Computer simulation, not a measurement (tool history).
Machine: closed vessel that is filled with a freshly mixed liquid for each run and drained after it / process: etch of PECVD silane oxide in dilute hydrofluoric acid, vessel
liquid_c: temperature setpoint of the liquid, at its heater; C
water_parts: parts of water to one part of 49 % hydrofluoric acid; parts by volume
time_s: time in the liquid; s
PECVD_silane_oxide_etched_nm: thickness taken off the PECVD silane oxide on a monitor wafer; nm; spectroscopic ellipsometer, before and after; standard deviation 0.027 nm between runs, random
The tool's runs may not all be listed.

run	hour	liquid_c	water_parts	time_s	PECVD_silane_oxide_etched_nm
1	0	21	55	35	11.942
2	3.7	20	65	35	9.6341
3	9.2	19	70	35	8.4685
4	16.7	18.5	75	35	7.763
5	19.2	18	80	35	7.079
6	26.6	17.5	85	35	6.4694
7	28.7	17	90	35	5.9409
8	29.9	17	90	35	5.992
9	35	17	95	35	5.656

Run 10 has not been measured yet. What should we expect?
10	39.3	17	95	35	?

{"run 10": {"PECVD_silane_oxide_etched_nm": 5.6295}}

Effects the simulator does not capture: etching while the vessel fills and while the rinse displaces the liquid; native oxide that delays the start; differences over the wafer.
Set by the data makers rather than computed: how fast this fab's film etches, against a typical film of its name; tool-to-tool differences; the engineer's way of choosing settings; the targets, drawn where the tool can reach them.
